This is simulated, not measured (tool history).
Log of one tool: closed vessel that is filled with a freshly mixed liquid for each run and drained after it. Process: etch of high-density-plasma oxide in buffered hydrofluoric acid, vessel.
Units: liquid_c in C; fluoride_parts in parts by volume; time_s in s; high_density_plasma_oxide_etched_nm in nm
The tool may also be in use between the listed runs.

run  hour  liquid_c  fluoride_parts  time_s  high_density_plasma_oxide_etched_nm
  1     0        23            21.5     105                               115.77
  2   5.5        21            21.5     105                               104.74
  3  10.1        21            21.5     105                               105.65
  4  14.7        21            21.5     105                               102.76
  5  23.9        23            21.5     105                               117.52
  6  28.8      24.5            21.5     105                               126.49

Run 7 comes next. What will it give?
  7  37.4      24.5            21.5     105                                    ?

Run 7 gave high_density_plasma_oxide_etched_nm 127.49 nm.

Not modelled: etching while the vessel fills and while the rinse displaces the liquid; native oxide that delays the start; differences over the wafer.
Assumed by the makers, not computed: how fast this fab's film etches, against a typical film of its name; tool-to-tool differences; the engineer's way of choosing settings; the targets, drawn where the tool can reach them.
